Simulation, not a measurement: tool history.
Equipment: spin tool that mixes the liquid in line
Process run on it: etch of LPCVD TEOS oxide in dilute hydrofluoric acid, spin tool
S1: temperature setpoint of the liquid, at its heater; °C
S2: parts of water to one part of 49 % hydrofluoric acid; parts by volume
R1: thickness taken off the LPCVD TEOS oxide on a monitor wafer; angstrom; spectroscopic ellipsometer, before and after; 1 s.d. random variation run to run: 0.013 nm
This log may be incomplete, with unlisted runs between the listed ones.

run 1 hour=0.0 | S1=21.0 S2=175 time_under_the_liquid_(s)=70 | R1=53.352
run 2 hour=7.6 | S1=21.0 S2=210 time_under_the_liquid_(s)=70 | R1=42.670
run 3 hour=11.8 | S1=20.5 S2=220 time_under_the_liquid_(s)=70 | R1=39.542
run 4 hour=19.4 | S1=20.5 S2=220 time_under_the_liquid_(s)=70 | R1=39.544
run 5 hour=20.4 | S1=20.5 S2=160 time_under_the_liquid_(s)=70 | R1=57.959
run 6 hour=21.6 | S1=20.5 S2=205 time_under_the_liquid_(s)=70 | R1=43.083
run 7 hour=25.2 | S1=20.0 S2=215 time_under_the_liquid_(s)=70 | R1=39.901
run 8 hour=30.2 | S1=19.5 S2=225 time_under_the_liquid_(s)=70 | R1=37.445
run 9 hour=37.7 | S1=19.0 S2=235 time_under_the_liquid_(s)=70 | R1=34.577
run 10 hour=40.8 | S1=18.5 S2=240 time_under_the_liquid_(s)=70 | R1=33.080

For run 11, what comes out?
run 11 hour=49.7 | S1=18.5 S2=245 time_under_the_liquid_(s)=70 | R1=?

{"run 11": {"R1": 32.25}}

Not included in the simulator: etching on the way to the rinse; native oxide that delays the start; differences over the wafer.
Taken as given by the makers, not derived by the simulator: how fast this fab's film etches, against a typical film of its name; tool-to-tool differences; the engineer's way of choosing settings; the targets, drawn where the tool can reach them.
